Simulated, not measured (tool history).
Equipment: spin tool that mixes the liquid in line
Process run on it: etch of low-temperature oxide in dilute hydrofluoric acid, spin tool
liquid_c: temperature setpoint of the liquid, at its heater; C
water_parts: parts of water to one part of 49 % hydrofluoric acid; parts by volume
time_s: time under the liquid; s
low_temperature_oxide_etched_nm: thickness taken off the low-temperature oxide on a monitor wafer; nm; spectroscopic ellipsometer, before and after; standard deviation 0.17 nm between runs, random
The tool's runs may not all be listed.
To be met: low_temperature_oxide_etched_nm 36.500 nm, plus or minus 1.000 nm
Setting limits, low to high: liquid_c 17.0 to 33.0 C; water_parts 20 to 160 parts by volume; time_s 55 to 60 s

run  hour  liquid_c  water_parts  time_s  low_temperature_oxide_etched_nm
  1   0.0      25.0           90      55                           22.088
  2   8.1      27.5           85      55                           26.457
  3  11.5      29.0           85      55                           27.845
  4  17.7      29.0          105      55                           22.071
  5  21.3      29.0          105      60                           23.918
  6  23.1      32.0          105      60                           26.656
  7  25.8      32.5          100      60                           28.641
  8  28.2      32.5           95      60                           30.629
  9  29.6      32.5           90      60                           32.292
 10  35.7      33.0           80      60                           37.878

5 next moves are on the table. One of them brings every result within its allowed miss. Which?
  A  41.8      32.5           75      55                                ?
  B  41.8      33.0           80      55                                ?
  C  41.8      28.5           65      60                                ?
  D  41.8      32.0           75      60                                ?
  E  41.8      30.5           70      60                                ?

move  low_temperature_oxide_etched_nm
   A                           36.300
   B                           34.403
   C                           39.789
   D                           38.863
   E                           39.632
A: meets every target
B: pushes the last run's worst result past its target
C: its largest miss is bigger than the last run's
D: its largest miss is bigger than the last run's
E: its largest miss is bigger than the last run's
Move A is the one to make.
